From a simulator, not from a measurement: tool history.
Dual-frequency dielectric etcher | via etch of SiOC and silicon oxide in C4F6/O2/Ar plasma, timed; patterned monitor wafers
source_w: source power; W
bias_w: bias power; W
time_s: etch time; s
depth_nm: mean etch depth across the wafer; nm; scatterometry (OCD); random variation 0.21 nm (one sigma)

Run 1, hour 0.0: source_w 390 W, bias_w 161 W, time_s 94 s. Result: depth_nm 101.840 nm.
Run 2, hour 3.0: source_w 330 W, bias_w 161 W, time_s 94 s. Result: depth_nm 95.768 nm.
Run 3, hour 8.1: source_w 390 W, bias_w 161 W, time_s 94 s. Result: depth_nm 101.950 nm.
Run 4, hour 10.1: source_w 370 W, bias_w 156 W, time_s 94 s. Result: depth_nm 98.463 nm.
Run 5, hour 14.7: source_w 350 W, bias_w 152 W, time_s 94 s. Result: depth_nm 95.504 nm.
Run 6, hour 21.9: source_w 310 W, bias_w 152 W, time_s 94 s. Result: depth_nm 91.074 nm.
Run 7, hour 24.7: source_w 300 W, bias_w 150 W, time_s 94 s. Result: depth_nm 89.478 nm.

Run 8 comes next. What will it give?
Run 8, hour 26.6: source_w 290 W, bias_w 149 W, time_s 94 s. Result: depth_nm ?.

Run 8 gave depth_nm 88.279 nm.
